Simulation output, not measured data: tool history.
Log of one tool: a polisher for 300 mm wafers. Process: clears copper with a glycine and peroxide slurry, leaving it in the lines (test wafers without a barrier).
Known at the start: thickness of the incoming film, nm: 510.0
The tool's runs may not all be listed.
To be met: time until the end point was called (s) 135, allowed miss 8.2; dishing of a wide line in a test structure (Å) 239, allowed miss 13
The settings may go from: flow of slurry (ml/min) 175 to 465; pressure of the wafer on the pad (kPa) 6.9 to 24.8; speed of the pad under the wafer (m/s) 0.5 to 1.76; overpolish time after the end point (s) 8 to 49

| run | hour | flow of slurry (ml/min) | pressure of the wafer on the pad (kPa) | speed of the pad under the wafer (m/s) | overpolish time after the end point (s) | time until the end point was called (s) | dishing of a wide line in a test structure (Å) |
|---|---|---|---|---|---|---|---|
| 1 | 0 | 295 | 15.9 | 1.12 | 25 | 111.74 | 676.87 |
| 2 | 1.6 | 260 | 13.1 | 1.16 | 20 | 126.74 | 545.89 |
| 3 | 10.4 | 325 | 11 | 1.16 | 16 | 132.5 | 434.32 |
| 4 | 18 | 325 | 9 | 1.16 | 16 | 149.62 | 382.92 |
| 5 | 22 | 370 | 8.3 | 1.16 | 14 | 148.63 | 338.57 |
| 6 | 29.3 | 400 | 7.6 | 1.18 | 12 | 159.08 | 285.56 |
| 7 | 32.8 | 420 | 7.6 | 1.26 | 11 | 153.28 | 280.45 |
| 8 | 34.6 | 435 | 7.6 | 1.34 | 10 | 137.51 | 271.03 |
| 9 | 36.2 | 465 | 6.9 | 1.36 | 8 | 140.28 | 218.52 |

Which of these 4 next moves meets every target?
| A | 37.8 | 465 | 6.9 | 1.22 | 11 | ? | ? |
| B | 37.8 | 455 | 7.6 | 1.16 | 11 | ? | ? |
| C | 37.8 | 455 | 6.9 | 1.2 | 12 | ? | ? |
| D | 37.8 | 465 | 8.3 | 1.38 | 8 | ? | ? |

| move | time until the end point was called (s) | dishing of a wide line in a test structure (Å) |
|---|---|---|
| A | 155.7 | 269.45 |
| B | 155.8 | 270.29 |
| C | 157.81 | 287.15 |
| D | 131.5 | 236.99 |
A: takes the result that was furthest off past its target
B: takes the result that was furthest off past its target
C: takes the result that was furthest off past its target
D: meets every target
The right move is D.
